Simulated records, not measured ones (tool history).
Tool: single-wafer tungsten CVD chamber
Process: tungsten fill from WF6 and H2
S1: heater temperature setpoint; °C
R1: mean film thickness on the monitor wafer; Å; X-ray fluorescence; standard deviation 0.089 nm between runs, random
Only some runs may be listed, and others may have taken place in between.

Run 1, hour 0: S1 385 °C, chamber pressure (Pa) 3866, deposition time (s) 11.9. Result: R1 233.91 Å.
Run 2, hour 2.1: S1 385 °C, chamber pressure (Pa) 4346, deposition time (s) 11.9. Result: R1 241.69 Å.
Run 3, hour 6.8: S1 385 °C, chamber pressure (Pa) 4346, deposition time (s) 11.4. Result: R1 232.19 Å.
Run 4, hour 7.5: S1 395 °C, chamber pressure (Pa) 4346, deposition time (s) 11.4. Result: R1 276.64 Å.
Run 5, hour 9.8: S1 395 °C, chamber pressure (Pa) 4653, deposition time (s) 11.4. Result: R1 283.03 Å.
Run 6, hour 15.9: S1 395 °C, chamber pressure (Pa) 4320, deposition time (s) 11.4. Result: R1 276.64 Å.
Run 7, hour 21.9: S1 398 °C, chamber pressure (Pa) 4333, deposition time (s) 11.4. Result: R1 290.41 Å.
Run 8, hour 24.4: S1 400 °C, chamber pressure (Pa) 4346, deposition time (s) 11.4. Result: R1 302.62 Å.

Run 9 is up next; what results do you expect?
Run 9, hour 29.2: S1 401 °C, chamber pressure (Pa) 4346, deposition time (s) 11.4. Result: R1 ?.

{"run 9": {"R1": 308.61}}
